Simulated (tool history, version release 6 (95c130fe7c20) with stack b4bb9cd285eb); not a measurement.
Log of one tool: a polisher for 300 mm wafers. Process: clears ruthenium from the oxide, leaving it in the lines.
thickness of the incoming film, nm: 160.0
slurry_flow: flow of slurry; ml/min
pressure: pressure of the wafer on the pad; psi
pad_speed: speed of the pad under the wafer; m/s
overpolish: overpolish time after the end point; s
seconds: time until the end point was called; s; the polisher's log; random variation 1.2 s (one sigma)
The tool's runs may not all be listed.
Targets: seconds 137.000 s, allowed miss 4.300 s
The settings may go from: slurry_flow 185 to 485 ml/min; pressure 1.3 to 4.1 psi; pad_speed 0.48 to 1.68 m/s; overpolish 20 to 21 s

run 1 day=0.000 | slurry_flow=310 pressure=2.7 pad_speed=1.08 overpolish=20 | seconds=81.660
run 2 day=0.254 | slurry_flow=310 pressure=2.6 pad_speed=1.08 overpolish=20 | seconds=85.172
run 3 day=0.471 | slurry_flow=355 pressure=2.6 pad_speed=1.08 overpolish=20 | seconds=83.717
run 4 day=0.679 | slurry_flow=390 pressure=2.6 pad_speed=1.08 overpolish=20 | seconds=82.863
run 5 day=0.896 | slurry_flow=390 pressure=2.5 pad_speed=1.08 overpolish=20 | seconds=86.944
run 6 day=1.108 | slurry_flow=390 pressure=1.9 pad_speed=1.08 overpolish=20 | seconds=105.000
run 7 day=1.454 | slurry_flow=390 pressure=1.8 pad_speed=1.08 overpolish=20 | seconds=108.610
run 8 day=1.588 | slurry_flow=390 pressure=1.7 pad_speed=1.08 overpolish=20 | seconds=112.820
run 9 day=1.833 | slurry_flow=390 pressure=1.5 pad_speed=1.04 overpolish=20 | seconds=131.120

Which of these 5 next moves meets every target?
run A day=2.079 | slurry_flow=395 pressure=1.3 pad_speed=1.16 overpolish=21 | seconds=?
run B day=2.079 | slurry_flow=390 pressure=1.4 pad_speed=1.10 overpolish=21 | seconds=?
run C day=2.079 | slurry_flow=370 pressure=1.4 pad_speed=1.12 overpolish=21 | seconds=?
run D day=2.079 | slurry_flow=345 pressure=1.4 pad_speed=0.96 overpolish=20 | seconds=?
run E day=2.079 | slurry_flow=480 pressure=1.4 pad_speed=1.02 overpolish=21 | seconds=?

move=A seconds=125.420
move=B seconds=125.880
move=C seconds=124.090
move=D seconds=144.720
move=E seconds=133.880
A: further off than the last run
B: further off than the last run
C: further off than the last run
D: takes the result that was furthest off past its target
E: meets every target
Move E is the one to make.
